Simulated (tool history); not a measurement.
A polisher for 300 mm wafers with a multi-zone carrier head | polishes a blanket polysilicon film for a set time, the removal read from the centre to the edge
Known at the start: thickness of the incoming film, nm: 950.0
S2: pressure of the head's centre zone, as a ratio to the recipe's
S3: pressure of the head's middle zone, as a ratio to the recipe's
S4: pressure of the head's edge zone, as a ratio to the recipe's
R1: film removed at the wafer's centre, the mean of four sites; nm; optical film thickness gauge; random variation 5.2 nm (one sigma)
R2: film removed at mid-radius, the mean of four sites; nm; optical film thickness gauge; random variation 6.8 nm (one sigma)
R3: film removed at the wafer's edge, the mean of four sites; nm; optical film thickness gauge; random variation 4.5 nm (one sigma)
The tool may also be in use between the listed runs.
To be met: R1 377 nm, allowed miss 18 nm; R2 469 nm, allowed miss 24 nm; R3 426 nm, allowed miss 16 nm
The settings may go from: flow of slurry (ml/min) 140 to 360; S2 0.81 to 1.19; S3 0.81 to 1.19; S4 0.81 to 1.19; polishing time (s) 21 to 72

Run 1, hour 0: flow of slurry (ml/min) 230, S2 1, S3 1, S4 1, polishing time (s) 46. Result: R1 279.03 nm, R2 268.05 nm, R3 270.92 nm.
Run 2, hour 2.1: flow of slurry (ml/min) 230, S2 1, S3 1, S4 1, polishing time (s) 57. Result: R1 335.38 nm, R2 332.92 nm, R3 326.42 nm.
Run 3, hour 2.9: flow of slurry (ml/min) 195, S2 1, S3 1, S4 1, polishing time (s) 57. Result: R1 335.93 nm, R2 321.66 nm, R3 329.55 nm.
Run 4, hour 9: flow of slurry (ml/min) 195, S2 0.92, S3 1, S4 1, polishing time (s) 57. Result: R1 306.82 nm, R2 334.7 nm, R3 332.26 nm.
Run 5, hour 12.6: flow of slurry (ml/min) 195, S2 0.92, S3 1, S4 1, polishing time (s) 52. Result: R1 277.72 nm, R2 296.03 nm, R3 307.3 nm.
Run 6, hour 17.9: flow of slurry (ml/min) 195, S2 0.92, S3 1.01, S4 1.01, polishing time (s) 55. Result: R1 289.25 nm, R2 308.3 nm, R3 319.96 nm.
Run 7, hour 19.4: flow of slurry (ml/min) 235, S2 0.87, S3 1.11, S4 1, polishing time (s) 68. Result: R1 359.39 nm, R2 424.04 nm, R3 404.23 nm.
Run 8, hour 25.5: flow of slurry (ml/min) 235, S2 0.87, S3 1.12, S4 1, polishing time (s) 69. Result: R1 365.82 nm, R2 431.06 nm, R3 398.29 nm.

Which of these 5 next moves meets every target?
Run A, hour 31.6: flow of slurry (ml/min) 225, S2 0.88, S3 1.18, S4 1.08, polishing time (s) 70. Result: R1 ?, R2 ?, R3 ?.
Run B, hour 31.6: flow of slurry (ml/min) 215, S2 0.85, S3 1, S4 1.1, polishing time (s) 67. Result: R1 ?, R2 ?, R3 ?.
Run C, hour 31.6: flow of slurry (ml/min) 165, S2 0.89, S3 1.19, S4 0.88, polishing time (s) 70. Result: R1 ?, R2 ?, R3 ?.
Run D, hour 31.6: flow of slurry (ml/min) 175, S2 1.02, S3 1.04, S4 1.13, polishing time (s) 64. Result: R1 ?, R2 ?, R3 ?.
Run E, hour 31.6: flow of slurry (ml/min) 235, S2 1, S3 1.06, S4 1.01, polishing time (s) 63. Result: R1 ?, R2 ?, R3 ?.

move      R1      R2      R3
   A  372.62  454.39  435.53
   B  343.38  378.17  419.67
   C  355.18  434.77  380.32
   D  369.56  360.06  396.26
   E  376.54  376.92  381.47
A: meets every target
B: brings the result that was furthest off to its target, and leaves another outside
C: further off than the last run
D: further off than the last run
E: further off than the last run
Move A is the one to make.
